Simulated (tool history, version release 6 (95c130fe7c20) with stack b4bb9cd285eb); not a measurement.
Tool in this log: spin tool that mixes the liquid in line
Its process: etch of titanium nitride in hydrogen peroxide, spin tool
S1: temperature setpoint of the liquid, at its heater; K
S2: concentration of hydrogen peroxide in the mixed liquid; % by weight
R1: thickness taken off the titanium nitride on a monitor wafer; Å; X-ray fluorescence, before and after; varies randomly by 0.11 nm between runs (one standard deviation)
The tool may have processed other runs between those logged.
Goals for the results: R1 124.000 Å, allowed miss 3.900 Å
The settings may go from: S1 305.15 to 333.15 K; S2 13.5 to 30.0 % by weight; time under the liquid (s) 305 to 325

{"run": 1, "hour": 0.0, "S1": 317.15, "S2": 25.5, "time under the liquid (s)": 305, "R1": 71.5}
{"run": 2, "hour": 2.8, "S1": 319.15, "S2": 25.5, "time under the liquid (s)": 305, "R1": 83.362}
{"run": 3, "hour": 11.7, "S1": 319.15, "S2": 25.5, "time under the liquid (s)": 305, "R1": 82.816}
{"run": 4, "hour": 13.9, "S1": 312.65, "S2": 25.5, "time under the liquid (s)": 305, "R1": 50.952}
{"run": 5, "hour": 19.2, "S1": 316.15, "S2": 25.5, "time under the liquid (s)": 305, "R1": 66.165}
{"run": 6, "hour": 27.9, "S1": 318.65, "S2": 25.5, "time under the liquid (s)": 305, "R1": 78.542}
{"run": 7, "hour": 35.5, "S1": 320.15, "S2": 25.5, "time under the liquid (s)": 305, "R1": 89.667}
{"run": 8, "hour": 41.4, "S1": 321.15, "S2": 25.5, "time under the liquid (s)": 305, "R1": 96.798}
{"run": 9, "hour": 50.4, "S1": 322.15, "S2": 25.5, "time under the liquid (s)": 305, "R1": 104.93}
{"run": 10, "hour": 54.9, "S1": 322.65, "S2": 25.5, "time under the liquid (s)": 305, "R1": 110.0}
{"run": 11, "hour": 55.5, "S1": 323.15, "S2": 25.5, "time under the liquid (s)": 305, "R1": 112.83}
{"run": 12, "hour": 62.7, "S1": 323.65, "S2": 25.5, "time under the liquid (s)": 305, "R1": 116.47}
{"run": 13, "hour": 68.6, "S1": 324.15, "S2": 25.5, "time under the liquid (s)": 305, "R1": 120.72}

Which one of the following 4 next-run settings gets every result inside its allowed miss? There is exactly one.
{"run": "A", "hour": 74.5, "S1": 323.15, "S2": 30.0, "time under the liquid (s)": 325, "R1": "?"}
{"run": "B", "hour": 74.5, "S1": 324.15, "S2": 23.0, "time under the liquid (s)": 305, "R1": "?"}
{"run": "C", "hour": 74.5, "S1": 324.15, "S2": 20.0, "time under the liquid (s)": 305, "R1": "?"}
{"run": "D", "hour": 74.5, "S1": 323.15, "S2": 25.0, "time under the liquid (s)": 320, "R1": "?"}

move=A R1=125.390
move=B R1=119.300
move=C R1=115.760
move=D R1=118.600
A: all results in spec
B: misses by more than the last run did
C: misses by more than the last run did
D: misses by more than the last run did
Answer: A

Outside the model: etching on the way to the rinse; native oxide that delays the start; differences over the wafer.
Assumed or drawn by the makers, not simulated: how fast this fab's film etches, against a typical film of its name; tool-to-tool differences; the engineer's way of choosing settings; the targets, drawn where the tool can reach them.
